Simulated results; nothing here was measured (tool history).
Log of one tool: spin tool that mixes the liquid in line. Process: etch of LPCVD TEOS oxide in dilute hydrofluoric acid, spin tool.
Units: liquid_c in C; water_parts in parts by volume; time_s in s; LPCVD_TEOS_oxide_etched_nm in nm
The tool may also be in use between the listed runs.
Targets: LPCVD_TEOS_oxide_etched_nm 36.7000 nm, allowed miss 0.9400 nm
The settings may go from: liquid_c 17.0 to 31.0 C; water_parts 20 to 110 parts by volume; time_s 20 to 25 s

{"run": 1, "hour": 0.0, "liquid_c": 23.0, "water_parts": 60, "time_s": 25, "LPCVD_TEOS_oxide_etched_nm": 9.1585}
{"run": 2, "hour": 7.8, "liquid_c": 24.0, "water_parts": 55, "time_s": 25, "LPCVD_TEOS_oxide_etched_nm": 10.602}
{"run": 3, "hour": 13.2, "liquid_c": 24.0, "water_parts": 55, "time_s": 20, "LPCVD_TEOS_oxide_etched_nm": 8.4339}
{"run": 4, "hour": 21.3, "liquid_c": 24.0, "water_parts": 55, "time_s": 25, "LPCVD_TEOS_oxide_etched_nm": 10.542}
{"run": 5, "hour": 29.5, "liquid_c": 25.0, "water_parts": 50, "time_s": 25, "LPCVD_TEOS_oxide_etched_nm": 12.151}
{"run": 6, "hour": 38.5, "liquid_c": 25.0, "water_parts": 50, "time_s": 20, "LPCVD_TEOS_oxide_etched_nm": 9.8153}
{"run": 7, "hour": 44.8, "liquid_c": 26.0, "water_parts": 45, "time_s": 20, "LPCVD_TEOS_oxide_etched_nm": 11.536}
{"run": 8, "hour": 45.6, "liquid_c": 26.5, "water_parts": 40, "time_s": 20, "LPCVD_TEOS_oxide_etched_nm": 13.112}
{"run": 9, "hour": 52.2, "liquid_c": 27.0, "water_parts": 35, "time_s": 20, "LPCVD_TEOS_oxide_etched_nm": 15.415}
{"run": 10, "hour": 57.6, "liquid_c": 27.5, "water_parts": 35, "time_s": 20, "LPCVD_TEOS_oxide_etched_nm": 15.904}
{"run": 11, "hour": 64.1, "liquid_c": 28.0, "water_parts": 35, "time_s": 20, "LPCVD_TEOS_oxide_etched_nm": 16.306}
{"run": 12, "hour": 66.0, "liquid_c": 31.0, "water_parts": 20, "time_s": 25, "LPCVD_TEOS_oxide_etched_nm": 40.361}
{"run": 13, "hour": 72.7, "liquid_c": 30.5, "water_parts": 20, "time_s": 25, "LPCVD_TEOS_oxide_etched_nm": 40.077}
{"run": 14, "hour": 75.6, "liquid_c": 30.0, "water_parts": 20, "time_s": 25, "LPCVD_TEOS_oxide_etched_nm": 38.948}

Which of these 4 next moves meets every target?
{"run": "A", "hour": 78.5, "liquid_c": 28.5, "water_parts": 20, "time_s": 25, "LPCVD_TEOS_oxide_etched_nm": "?"}
{"run": "B", "hour": 78.5, "liquid_c": 29.5, "water_parts": 20, "time_s": 25, "LPCVD_TEOS_oxide_etched_nm": "?"}
{"run": "C", "hour": 78.5, "liquid_c": 27.0, "water_parts": 20, "time_s": 25, "LPCVD_TEOS_oxide_etched_nm": "?"}
{"run": "D", "hour": 78.5, "liquid_c": 31.0, "water_parts": 20, "time_s": 25, "LPCVD_TEOS_oxide_etched_nm": "?"}

move=A LPCVD_TEOS_oxide_etched_nm=37.1280
move=B LPCVD_TEOS_oxide_etched_nm=38.6680
move=C LPCVD_TEOS_oxide_etched_nm=34.9120
move=D LPCVD_TEOS_oxide_etched_nm=41.0770
A: meets every target
B: nearer than the last run, and not there yet
C: takes the result that was furthest off past its target
D: further off than the last run
Answer: A
